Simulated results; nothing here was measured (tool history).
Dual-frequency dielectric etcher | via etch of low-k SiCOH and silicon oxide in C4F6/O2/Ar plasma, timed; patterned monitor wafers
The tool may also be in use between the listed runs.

run	hour	source power (W)	bias power (W)	etch time (s)	mean etch depth across the wafer (angstrom)
1	0.0	470	157	75.0	2006.0
2	2.2	490	159	75.0	2047.5
3	9.4	500	160	75.0	2067.4
4	13.9	500	139	75.0	2005.8
5	22.9	500	121	75.0	1951.9
6	30.0	500	140	75.0	2004.2
7	32.3	510	142	75.0	2020.9
8	40.1	520	145	75.0	2055.7
9	47.0	530	147	75.0	2077.2
10	50.9	540	149	75.0	2105.5
11	58.9	540	149	75.0	2095.4
12	60.2	550	151	75.0	2123.9
13	65.7	560	152	75.0	2138.2

Expected results for the next run?
14	67.3	570	153	75.0	?

mean etch depth across the wafer (angstrom): 2168.4
